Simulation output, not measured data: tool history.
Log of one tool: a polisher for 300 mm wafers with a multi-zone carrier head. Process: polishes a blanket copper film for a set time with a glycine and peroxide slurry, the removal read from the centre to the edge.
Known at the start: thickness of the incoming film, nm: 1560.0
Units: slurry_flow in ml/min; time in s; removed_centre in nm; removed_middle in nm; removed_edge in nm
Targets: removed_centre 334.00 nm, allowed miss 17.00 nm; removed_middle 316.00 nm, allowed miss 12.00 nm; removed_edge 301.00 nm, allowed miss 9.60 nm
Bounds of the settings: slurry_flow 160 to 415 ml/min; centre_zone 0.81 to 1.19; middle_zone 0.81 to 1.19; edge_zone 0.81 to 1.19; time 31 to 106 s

run	day	slurry_flow	centre_zone	middle_zone	edge_zone	time	removed_centre	removed_middle	removed_edge
1	0.000	265	1.00	1.00	1.00	68	259.92	256.38	263.90
2	0.321	265	1.06	1.00	1.00	68	276.11	257.47	264.86
3	0.454	270	1.08	1.02	1.01	69	284.57	263.92	266.19
4	0.825	270	1.09	1.03	1.02	70	285.05	265.50	272.54
5	0.958	270	1.09	0.98	1.02	70	287.30	261.48	272.76
6	1.183	275	1.09	1.00	1.02	71	297.40	269.96	279.77
7	1.262	285	1.09	1.02	1.02	72	297.62	276.93	279.48
8	1.312	285	1.09	1.02	1.02	72	297.62	274.68	278.69
9	1.500	285	1.09	1.02	1.02	72	313.74	279.07	283.78
10	1.571	285	1.09	1.02	1.02	72	302.68	277.50	282.25
11	1.633	295	1.09	1.03	1.02	73	309.60	284.34	288.21
12	1.850	295	1.09	1.03	1.02	73	311.47	281.73	286.91
13	2.212	295	1.09	1.05	1.02	74	317.41	293.82	290.83
14	2.312	300	1.09	1.06	1.02	74	311.60	295.96	294.00
15	2.546	305	1.10	1.07	1.02	74	314.21	291.99	292.13

Which of these 4 next moves meets every target?
A	2.779	310	1.13	0.97	1.16	69	?	?	?
B	2.779	350	1.13	1.16	1.04	75	?	?	?
C	2.779	320	1.07	0.93	1.18	74	?	?	?
D	2.779	305	1.06	1.19	0.89	76	?	?	?

move	removed_centre	removed_middle	removed_edge
A	299.79	262.66	288.89
B	330.25	319.68	299.24
C	306.31	276.29	313.46
D	310.54	324.83	278.80
A: further off than the last run
B: meets every target
C: further off than the last run
D: brings the result that was furthest off to its target, and leaves another outside
The right move is B.
